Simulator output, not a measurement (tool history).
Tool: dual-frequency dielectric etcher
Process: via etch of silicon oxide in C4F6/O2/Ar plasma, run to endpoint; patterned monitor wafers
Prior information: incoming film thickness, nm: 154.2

| run | day | bias power (kW) | source power (kW) | Ar flow (sccm) | endpoint time (s) |
|---|---|---|---|---|---|
| 1 | 0.000 | 0.348 | 0.400 | 370 | 42.420 |
| 2 | 0.221 | 0.370 | 0.410 | 367 | 41.861 |
| 3 | 0.475 | 0.370 | 0.410 | 420 | 41.855 |
| 4 | 0.517 | 0.313 | 0.410 | 420 | 44.583 |
| 5 | 0.708 | 0.283 | 0.410 | 420 | 44.675 |
| 6 | 0.988 | 0.306 | 0.440 | 411 | 43.346 |
| 7 | 1.292 | 0.306 | 0.440 | 411 | 43.354 |

Run 8 is up next; what results do you expect?
| 8 | 1.446 | 0.333 | 0.460 | 404 | ? |

endpoint time (s): 41.629
